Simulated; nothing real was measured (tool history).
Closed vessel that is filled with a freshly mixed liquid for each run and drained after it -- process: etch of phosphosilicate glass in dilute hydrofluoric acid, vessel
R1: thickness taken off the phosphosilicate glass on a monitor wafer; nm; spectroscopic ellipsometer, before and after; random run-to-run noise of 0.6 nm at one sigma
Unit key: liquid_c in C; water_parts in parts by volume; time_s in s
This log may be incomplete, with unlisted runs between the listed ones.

run 1 hour=0 | liquid_c=21 water_parts=175 time_s=90 | R1=63.887
run 2 hour=5.7 | liquid_c=22.5 water_parts=155 time_s=90 | R1=78.309
run 3 hour=11.2 | liquid_c=25 water_parts=155 time_s=90 | R1=85.701
run 4 hour=19.1 | liquid_c=25 water_parts=200 time_s=90 | R1=63.174
run 5 hour=23.6 | liquid_c=26 water_parts=175 time_s=90 | R1=77.396
run 6 hour=29.7 | liquid_c=26 water_parts=175 time_s=100 | R1=85.425
run 7 hour=35.8 | liquid_c=26.5 water_parts=155 time_s=100 | R1=101.21
run 8 hour=41.7 | liquid_c=27 water_parts=140 time_s=100 | R1=115.65
run 9 hour=45.4 | liquid_c=27.5 water_parts=130 time_s=100 | R1=128.41
run 10 hour=50.6 | liquid_c=28 water_parts=125 time_s=100 | R1=137.9
run 11 hour=54.6 | liquid_c=28 water_parts=120 time_s=100 | R1=145.04

Estimate the outcome of run 12 from the log above:
run 12 hour=57.2 | liquid_c=28 water_parts=115 time_s=100 | R1=?

Logged for run 12: R1 152.11 nm.
